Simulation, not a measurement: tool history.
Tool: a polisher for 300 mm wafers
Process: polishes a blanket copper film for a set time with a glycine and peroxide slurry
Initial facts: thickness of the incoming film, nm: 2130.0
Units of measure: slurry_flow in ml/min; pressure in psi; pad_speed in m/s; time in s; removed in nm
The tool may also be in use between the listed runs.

run	hour	slurry_flow	pressure	pad_speed	time	removed
1	0	260	2.4	1.12	17	69.648
2	4.9	265	2.8	1.16	17	78.276
3	7.5	265	3.1	1.16	17	83.34
4	8.5	270	3.3	1.26	17	94.162
5	13.9	270	3.5	1.26	17	96.857
6	21.9	270	3.2	1.26	17	90.816
# hour 26.5: worn pad replaced by a new one
7	26.5	285	3.7	1.48	17	131.87

Forecast run 8:
8	29.4	265	3.6	1.48	17	?

{"run 8": {"removed": 126.42}}

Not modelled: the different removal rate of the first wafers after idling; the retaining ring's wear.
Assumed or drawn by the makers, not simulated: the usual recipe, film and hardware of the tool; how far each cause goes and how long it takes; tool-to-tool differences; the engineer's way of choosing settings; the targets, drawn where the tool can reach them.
